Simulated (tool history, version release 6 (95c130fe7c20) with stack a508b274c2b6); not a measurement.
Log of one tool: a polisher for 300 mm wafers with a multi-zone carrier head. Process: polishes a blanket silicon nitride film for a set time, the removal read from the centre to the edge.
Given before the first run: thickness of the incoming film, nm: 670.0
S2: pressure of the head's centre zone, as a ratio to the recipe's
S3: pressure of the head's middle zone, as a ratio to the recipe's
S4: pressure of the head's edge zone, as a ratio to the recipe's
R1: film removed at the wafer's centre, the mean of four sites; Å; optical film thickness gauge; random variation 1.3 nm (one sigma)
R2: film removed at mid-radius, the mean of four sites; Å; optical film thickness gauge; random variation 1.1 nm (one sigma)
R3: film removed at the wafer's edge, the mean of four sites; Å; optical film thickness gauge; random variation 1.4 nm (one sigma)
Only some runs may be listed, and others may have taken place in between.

Run 1, day 0.000: flow of slurry (ml/min) 190, S2 1.00, S3 1.00, S4 1.00, polishing time (s) 46. Result: R1 867.84 Å, R2 893.65 Å, R3 888.61 Å.
Run 2, day 0.079: flow of slurry (ml/min) 190, S2 1.00, S3 1.07, S4 1.00, polishing time (s) 46. Result: R1 870.72 Å, R2 936.27 Å, R3 877.37 Å.
Run 3, day 0.296: flow of slurry (ml/min) 195, S2 1.01, S3 1.05, S4 1.02, polishing time (s) 47. Result: R1 910.29 Å, R2 948.71 Å, R3 902.44 Å.
Run 4, day 0.417: flow of slurry (ml/min) 195, S2 1.01, S3 1.02, S4 1.03, polishing time (s) 49. Result: R1 920.14 Å, R2 967.77 Å, R3 942.57 Å.
At day 0.512: worn pad replaced by a new one.
Run 5, day 0.512: flow of slurry (ml/min) 195, S2 1.01, S3 1.02, S4 1.03, polishing time (s) 59. Result: R1 1222.30 Å, R2 1249.80 Å, R3 1239.70 Å.
Run 6, day 0.696: flow of slurry (ml/min) 195, S2 0.96, S3 1.02, S4 1.03, polishing time (s) 59. Result: R1 1171.10 Å, R2 1259.30 Å, R3 1222.00 Å.
Run 7, day 0.979: flow of slurry (ml/min) 190, S2 0.98, S3 1.00, S4 1.03, polishing time (s) 59. Result: R1 1174.90 Å, R2 1194.50 Å, R3 1237.20 Å.
Run 8, day 1.062: flow of slurry (ml/min) 185, S2 0.99, S3 0.99, S4 1.03, polishing time (s) 59. Result: R1 1184.10 Å, R2 1209.80 Å, R3 1221.60 Å.

Estimate the outcome of run 9 from the log above:
Run 9, day 1.154: flow of slurry (ml/min) 185, S2 1.00, S3 0.97, S4 1.03, polishing time (s) 59. Result: R1 ?, R2 ?, R3 ?.

Run 9 came out at R1 1185.60 Å, R2 1167.80 Å, R3 1207.80 Å.
